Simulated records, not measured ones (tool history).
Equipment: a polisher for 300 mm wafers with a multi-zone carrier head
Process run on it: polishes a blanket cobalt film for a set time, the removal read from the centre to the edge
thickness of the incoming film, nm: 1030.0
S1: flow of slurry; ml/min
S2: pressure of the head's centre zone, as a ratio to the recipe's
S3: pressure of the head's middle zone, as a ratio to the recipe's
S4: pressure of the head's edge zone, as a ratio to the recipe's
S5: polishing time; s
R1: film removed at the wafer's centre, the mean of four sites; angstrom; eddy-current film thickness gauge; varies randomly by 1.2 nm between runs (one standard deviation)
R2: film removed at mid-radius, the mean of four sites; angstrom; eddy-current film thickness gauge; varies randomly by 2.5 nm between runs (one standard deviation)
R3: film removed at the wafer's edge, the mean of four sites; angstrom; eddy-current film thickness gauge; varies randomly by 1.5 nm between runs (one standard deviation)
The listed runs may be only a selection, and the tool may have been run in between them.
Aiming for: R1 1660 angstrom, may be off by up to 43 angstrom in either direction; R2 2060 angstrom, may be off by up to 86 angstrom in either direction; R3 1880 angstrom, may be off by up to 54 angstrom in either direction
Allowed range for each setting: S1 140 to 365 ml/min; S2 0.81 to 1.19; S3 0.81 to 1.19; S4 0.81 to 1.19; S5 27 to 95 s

Run 1, hour 0: S1 235 ml/min, S2 1, S3 1, S4 1, S5 61 s. Result: R1 2944.7 angstrom, R2 2880.1 angstrom, R3 3005.3 angstrom.
Run 2, hour 5.3: S1 235 ml/min, S2 1.06, S3 1, S4 1, S5 61 s. Result: R1 3173.5 angstrom, R2 2899 angstrom, R3 2986 angstrom.
Run 3, hour 8: S1 230 ml/min, S2 1.02, S3 1.02, S4 0.97, S5 56 s. Result: R1 2782.5 angstrom, R2 2710 angstrom, R3 2665.2 angstrom.
Run 4, hour 14.8: S1 230 ml/min, S2 1.02, S3 1.02, S4 1.04, S5 56 s. Result: R1 2768.7 angstrom, R2 2674.8 angstrom, R3 2781.3 angstrom.
Run 5, hour 17.8: S1 220 ml/min, S2 0.98, S3 1.03, S4 1.01, S5 53 s. Result: R1 2504.9 angstrom, R2 2553.4 angstrom, R3 2567.9 angstrom.
Run 6, hour 19.2: S1 270 ml/min, S2 0.98, S3 1.03, S4 1.01, S5 53 s. Result: R1 2568.6 angstrom, R2 2607.6 angstrom, R3 2659.4 angstrom.
Run 7, hour 20.5: S1 270 ml/min, S2 0.98, S3 1.03, S4 1.01, S5 53 s. Result: R1 2551.6 angstrom, R2 2653.4 angstrom, R3 2601.6 angstrom.
Run 8, hour 23.9: S1 265 ml/min, S2 0.95, S3 1.03, S4 0.98, S5 50 s. Result: R1 2375 angstrom, R2 2474 angstrom, R3 2449.7 angstrom.
Run 9, hour 28.4: S1 210 ml/min, S2 0.85, S3 1.13, S4 0.88, S5 34 s. Result: R1 1380.3 angstrom, R2 1798 angstrom, R3 1560.9 angstrom.
Run 10, hour 34.1: S1 230 ml/min, S2 0.86, S3 1.13, S4 0.91, S5 34 s. Result: R1 1421.9 angstrom, R2 1797.1 angstrom, R3 1610 angstrom.

Exactly one of the 5 candidate moves below puts every result within its allowed miss. Which one?
Run A, hour 39.8: S1 190 ml/min, S2 0.82, S3 1.12, S4 0.93, S5 41 s. Result: R1 ?, R2 ?, R3 ?.
Run B, hour 39.8: S1 240 ml/min, S2 0.89, S3 0.86, S4 1.14, S5 41 s. Result: R1 ?, R2 ?, R3 ?.
Run C, hour 39.8: S1 250 ml/min, S2 0.84, S3 1.16, S4 0.88, S5 38 s. Result: R1 ?, R2 ?, R3 ?.
Run D, hour 39.8: S1 285 ml/min, S2 0.88, S3 1.14, S4 1.02, S5 38 s. Result: R1 ?, R2 ?, R3 ?.
Run E, hour 39.8: S1 280 ml/min, S2 0.9, S3 1.07, S4 0.84, S5 38 s. Result: R1 ?, R2 ?, R3 ?.

move      R1      R2      R3
   A    1602  2042.1  1917.7
   B  1803.6  1692.3  2136.5
   C  1589.1  2027.3  1792.3
   D  1692.9  2026.3  1915.2
   E  1727.3  1916.4  1782.7
A: nearer than the last run, and not there yet
B: takes the biggest miss from the last run beyond its target
C: nearer than the last run, and not there yet
D: in spec on every target
E: takes the biggest miss from the last run beyond its target
The right move is D.

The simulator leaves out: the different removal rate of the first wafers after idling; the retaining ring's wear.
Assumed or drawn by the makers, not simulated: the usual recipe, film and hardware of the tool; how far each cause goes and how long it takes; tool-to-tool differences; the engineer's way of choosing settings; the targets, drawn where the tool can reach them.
